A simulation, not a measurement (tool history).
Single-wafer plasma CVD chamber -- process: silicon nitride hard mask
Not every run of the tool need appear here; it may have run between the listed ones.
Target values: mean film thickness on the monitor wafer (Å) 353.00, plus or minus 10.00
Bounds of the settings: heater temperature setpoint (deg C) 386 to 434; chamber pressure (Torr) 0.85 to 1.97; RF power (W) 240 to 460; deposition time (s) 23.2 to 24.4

| run | hour | heater temperature setpoint (deg C) | chamber pressure (Torr) | RF power (W) | deposition time (s) | mean film thickness on the monitor wafer (Å) |
|---|---|---|---|---|---|---|
| 1 | 0.0 | 410 | 1.41 | 350 | 24.4 | 297.00 |
| 2 | 2.6 | 410 | 1.41 | 315 | 24.4 | 274.89 |
| 3 | 8.6 | 410 | 1.46 | 325 | 24.4 | 286.01 |
| 4 | 17.0 | 410 | 1.51 | 330 | 24.4 | 290.52 |
| 5 | 19.4 | 402 | 1.51 | 330 | 24.4 | 290.74 |
| 6 | 23.3 | 412 | 1.51 | 330 | 24.4 | 289.26 |
| 7 | 31.6 | 412 | 1.55 | 340 | 24.4 | 296.54 |
| 8 | 33.9 | 412 | 1.58 | 350 | 24.4 | 305.85 |
| 9 | 39.4 | 412 | 1.61 | 355 | 24.4 | 310.53 |
| 10 | 40.5 | 412 | 1.64 | 360 | 24.4 | 315.90 |
| 11 | 49.1 | 412 | 1.67 | 365 | 24.4 | 315.93 |
| 12 | 57.3 | 412 | 1.69 | 370 | 24.4 | 323.71 |

Of the 4 settings listed for the next run, only one would bring every result within its allowed miss of target. Which one?
| A | 65.5 | 422 | 1.64 | 390 | 24.4 | ? |
| B | 65.5 | 408 | 1.64 | 375 | 24.4 | ? |
| C | 65.5 | 398 | 1.97 | 390 | 24.4 | ? |
| D | 65.5 | 404 | 1.85 | 365 | 24.4 | ? |

| move | mean film thickness on the monitor wafer (Å) |
|---|---|
| A | 330.95 |
| B | 324.60 |
| C | 349.99 |
| D | 328.61 |
A: closes in on the targets versus the last run, not all within tolerance yet
B: as far off as the last run
C: hits every target within its allowed miss
D: closes in on the targets versus the last run, not all within tolerance yet
Move C is the one to make.

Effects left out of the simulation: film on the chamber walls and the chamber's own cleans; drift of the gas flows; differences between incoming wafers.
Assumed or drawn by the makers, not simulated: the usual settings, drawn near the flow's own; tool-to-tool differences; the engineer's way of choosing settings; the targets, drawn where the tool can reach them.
